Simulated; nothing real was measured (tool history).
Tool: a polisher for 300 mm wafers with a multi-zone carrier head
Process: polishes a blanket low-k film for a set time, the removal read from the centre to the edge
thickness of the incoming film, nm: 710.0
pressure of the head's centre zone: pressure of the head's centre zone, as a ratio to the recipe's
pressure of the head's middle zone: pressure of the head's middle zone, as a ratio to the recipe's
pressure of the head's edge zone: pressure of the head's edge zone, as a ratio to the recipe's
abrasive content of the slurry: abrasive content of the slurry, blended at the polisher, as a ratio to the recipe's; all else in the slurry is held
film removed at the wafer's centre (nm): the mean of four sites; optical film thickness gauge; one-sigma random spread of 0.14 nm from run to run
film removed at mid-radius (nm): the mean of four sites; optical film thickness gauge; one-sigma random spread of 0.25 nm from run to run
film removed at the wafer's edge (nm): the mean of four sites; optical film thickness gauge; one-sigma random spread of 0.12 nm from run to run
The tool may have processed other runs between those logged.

run    day  flow of slurry (ml/min)  pressure of the head's centre zone  pressure of the head's middle zone  pressure of the head's edge zone  abrasive content of the slurry  polishing time (s)  film removed at the wafer's centre (nm)  film removed at mid-radius (nm)  film removed at the wafer's edge (nm)
  1      0                      300                                   1                                   1                                 1                               1                  81                                   24.471                           23.392                                 24.706
  2  0.188                      300                                   1                                0.92                                 1                               1                  81                                   24.344                           22.401                                  24.79
  3  0.508                      270                                   1                                0.92                                 1                               1                  81                                   23.967                            21.71                                 24.382
  4  0.533                      260                                0.96                                0.94                              0.96                             0.9                  81                                    21.54                           20.604                                  22.35
  5  0.717                      260                                1.02                                0.94                              0.96                             0.9                  81                                   22.851                           20.537                                 22.297
  6  1.025                      260                                1.02                                0.94                              0.96                             0.9                  67                                   18.722                           17.359                                 18.601
  7  1.342                      260                                1.02                                0.94                              0.96                             0.9                  67                                   18.841                           17.137                                 18.534
  8  1.671                      255                                0.99                                0.97                              0.96                             0.9                  67                                   18.212                           17.433                                 18.381

For run 9, what comes out?
  9  2.021                      255                                0.96                                   1                              0.97                             0.9                  67                                        ?                                ?                                      ?

Run 9 measured film removed at the wafer's centre (nm) 17.817, film removed at mid-radius (nm) 17.787, film removed at the wafer's edge (nm) 18.46.
